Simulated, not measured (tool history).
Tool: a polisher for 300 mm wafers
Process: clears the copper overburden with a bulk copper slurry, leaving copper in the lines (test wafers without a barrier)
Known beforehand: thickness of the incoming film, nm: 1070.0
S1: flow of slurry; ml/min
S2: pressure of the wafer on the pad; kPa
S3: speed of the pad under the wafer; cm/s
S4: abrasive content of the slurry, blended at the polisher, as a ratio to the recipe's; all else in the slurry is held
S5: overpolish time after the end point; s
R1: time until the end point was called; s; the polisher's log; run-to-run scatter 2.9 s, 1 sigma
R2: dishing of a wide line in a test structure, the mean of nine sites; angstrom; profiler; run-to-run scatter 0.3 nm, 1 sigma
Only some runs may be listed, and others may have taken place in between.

run	hour	S1	S2	S3	S4	S5	R1	R2
1	0.0	240	13.8	104	1.00	13	130.77	650.91
2	2.5	240	13.8	104	1.15	13	124.15	674.39
3	4.1	240	13.8	104	1.15	18	125.76	855.66
4	8.7	240	13.8	104	1.05	18	130.69	838.13
5	12.1	240	13.1	102	1.10	17	137.71	767.20
6	20.4	240	13.1	102	1.10	13	134.80	625.17

Run 7 has not been measured yet. What should we expect?
7	26.6	240	12.4	100	1.15	12	?	?

{"run 7": {"R1": 145.24, "R2": 571.28}}

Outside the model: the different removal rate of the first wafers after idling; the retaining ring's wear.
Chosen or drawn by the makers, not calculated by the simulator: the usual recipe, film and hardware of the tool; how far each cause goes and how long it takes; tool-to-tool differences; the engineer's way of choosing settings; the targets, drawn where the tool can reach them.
